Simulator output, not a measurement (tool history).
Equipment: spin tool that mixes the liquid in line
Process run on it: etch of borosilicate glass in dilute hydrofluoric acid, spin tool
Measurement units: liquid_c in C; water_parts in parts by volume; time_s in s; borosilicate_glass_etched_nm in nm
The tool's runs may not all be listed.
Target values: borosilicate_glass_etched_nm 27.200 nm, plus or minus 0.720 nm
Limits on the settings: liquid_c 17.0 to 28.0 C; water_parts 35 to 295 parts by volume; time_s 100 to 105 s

run,day,liquid_c,water_parts,time_s,borosilicate_glass_etched_nm
1,0.000,20.0,165,100,20.923
2,0.138,20.0,165,105,22.242
3,0.246,20.0,220,105,15.659
4,0.554,21.0,215,105,16.676
5,0.642,22.0,210,105,17.793
6,0.821,22.0,210,100,17.157
7,1.179,23.0,205,100,18.432
8,1.271,24.0,200,100,19.381
9,1.558,24.5,195,100,20.518
10,1.633,25.0,190,100,21.790
11,1.671,25.5,190,100,22.161
12,1.912,26.0,185,100,23.093
13,2.012,26.0,185,100,22.846
14,2.262,26.0,185,100,23.010
15,2.362,26.5,185,100,23.580
16,2.483,27.5,175,100,26.140

Which single option among these 4 for the next run brings every result within its allowed miss of target? Just one does.
A,2.604,27.0,165,100,?
B,2.604,25.5,180,105,?
C,2.604,28.0,195,105,?
D,2.604,28.0,190,105,?

move,borosilicate_glass_etched_nm
A,27.597
B,24.692
C,24.574
D,25.365
A: meets every target
B: further off than the last run
C: further off than the last run
D: further off than the last run
Answer: A
